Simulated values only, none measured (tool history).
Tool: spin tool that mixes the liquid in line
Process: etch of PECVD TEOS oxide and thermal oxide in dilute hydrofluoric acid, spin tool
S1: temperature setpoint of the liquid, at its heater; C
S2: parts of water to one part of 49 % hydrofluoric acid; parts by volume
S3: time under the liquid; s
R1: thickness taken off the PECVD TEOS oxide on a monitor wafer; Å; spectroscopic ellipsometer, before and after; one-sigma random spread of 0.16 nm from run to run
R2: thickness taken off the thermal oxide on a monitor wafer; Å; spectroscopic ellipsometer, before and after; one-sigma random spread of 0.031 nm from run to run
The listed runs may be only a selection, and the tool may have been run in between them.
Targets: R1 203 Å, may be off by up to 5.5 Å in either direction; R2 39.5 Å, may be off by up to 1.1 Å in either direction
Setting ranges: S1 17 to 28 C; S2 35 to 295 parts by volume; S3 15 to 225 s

run  hour    S1   S2   S3      R1      R2
  1     0    20  165  115  142.45   27.73
  2   6.8    20  165   80  100.48  19.304
  3   8.7    20  165   40  49.858  9.6063
  4  12.5    20  120   40  72.602  13.987
  5  13.8    20   85   40  105.94  20.754
  6  18.1    22   75   40  130.41  25.556
  7  20.4    22   75   40  132.73  25.619
  8  22.4  23.5   75   40  139.27  26.774
  9  31.4  27.5   35   40  368.16  72.264
 10    38    26   35   40  347.54  66.682
 11  43.1  24.5   35   40     326  63.873
 12  51.2  22.5   35   40  301.37  58.782
 13  55.9    21   40   40  243.57  47.294
     57.8  -- thermometer replaced
 14  57.8    20   40   40  226.23  43.756
 15  64.8  19.5   40   40  220.91  42.809
 16  70.1    19   40   40  216.24  41.922
 17    73  18.5   40   40  213.85  40.876

Of the 4 settings listed for the next run, only one would bring every result within its allowed miss of target. Which one?
  A  75.9    23  50  40   ?   ?
  B  75.9  25.5  45  30   ?   ?
  C  75.9    28  70  45   ?   ?
  D  75.9  24.5  50  35   ?   ?

move      R1      R2
   A   203.3  39.345
   B  189.04  36.585
   C  194.52  37.646
   D  189.24  36.624
A: every result within its allowed miss
B: the result that was furthest off in the last run now lies on the other side of its target
C: the result that was furthest off in the last run now lies on the other side of its target
D: the result that was furthest off in the last run now lies on the other side of its target
The move that meets every target is A.

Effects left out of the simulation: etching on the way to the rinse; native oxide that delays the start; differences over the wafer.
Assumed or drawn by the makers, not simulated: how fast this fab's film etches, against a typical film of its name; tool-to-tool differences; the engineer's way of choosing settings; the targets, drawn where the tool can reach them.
